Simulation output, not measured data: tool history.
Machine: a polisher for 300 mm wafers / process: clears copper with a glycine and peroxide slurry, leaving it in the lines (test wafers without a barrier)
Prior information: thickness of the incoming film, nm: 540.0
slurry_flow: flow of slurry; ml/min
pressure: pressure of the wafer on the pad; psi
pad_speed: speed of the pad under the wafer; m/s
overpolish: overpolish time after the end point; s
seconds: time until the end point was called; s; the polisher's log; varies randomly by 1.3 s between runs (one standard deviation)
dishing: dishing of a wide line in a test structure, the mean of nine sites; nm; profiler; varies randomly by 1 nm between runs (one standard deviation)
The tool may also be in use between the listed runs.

Run 1, hour 0: slurry_flow 185 ml/min, pressure 3.3 psi, pad_speed 1.2 m/s, overpolish 17 s. Result: seconds 88.111 s, dishing 55.384 nm.
Run 2, hour 0.6: slurry_flow 165 ml/min, pressure 3.3 psi, pad_speed 1.2 m/s, overpolish 17 s. Result: seconds 90.297 s, dishing 52.488 nm.
Run 3, hour 7.1: slurry_flow 165 ml/min, pressure 3.7 psi, pad_speed 1.2 m/s, overpolish 17 s. Result: seconds 84.223 s, dishing 53.086 nm.
Run 4, hour 9.4: slurry_flow 165 ml/min, pressure 3.7 psi, pad_speed 1.02 m/s, overpolish 17 s. Result: seconds 97.786 s, dishing 49.698 nm.
Run 5, hour 12.7: slurry_flow 160 ml/min, pressure 3.6 psi, pad_speed 1.02 m/s, overpolish 17 s. Result: seconds 99.822 s, dishing 49.723 nm.
Run 6, hour 18.7: slurry_flow 160 ml/min, pressure 3.6 psi, pad_speed 1.02 m/s, overpolish 13 s. Result: seconds 100.54 s, dishing 39.003 nm.

Forecast run 7:
Run 7, hour 21.7: slurry_flow 155 ml/min, pressure 3.5 psi, pad_speed 1.02 m/s, overpolish 14 s. Result: seconds ?, dishing ?.

seconds: 103.46 s
dishing: 42.552 nm
